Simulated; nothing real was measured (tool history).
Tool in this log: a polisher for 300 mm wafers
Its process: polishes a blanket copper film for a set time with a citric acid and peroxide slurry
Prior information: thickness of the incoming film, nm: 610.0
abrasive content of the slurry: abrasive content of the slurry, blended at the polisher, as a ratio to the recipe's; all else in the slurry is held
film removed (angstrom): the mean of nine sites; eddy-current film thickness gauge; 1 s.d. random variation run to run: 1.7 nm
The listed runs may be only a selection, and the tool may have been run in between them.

run,hour,flow of slurry (ml/min),pressure of the wafer on the pad (kPa),speed of the pad under the wafer (cm/s),abrasive content of the slurry,polishing time (s),film removed (angstrom)
1,0.0,125,26.9,98,1.0,68,1826.3
2,3.4,130,27.6,98,1.0,68,1900.3
3,10.1,135,28.3,98,1.0,68,1940.6
4,15.7,140,29.0,98,1.0,68,2013.1
5,22.1,145,29.6,98,1.0,68,2054.1
6,25.3,145,30.3,98,1.0,68,2076.4
7,33.5,145,31.0,98,1.0,68,2128.6
8,35.9,145,31.7,98,1.0,68,2220.5

Forecast run 9:
9,44.2,150,33.1,98,1.0,68,?

{"run 9": {"film removed (angstrom)": 2266.3}}
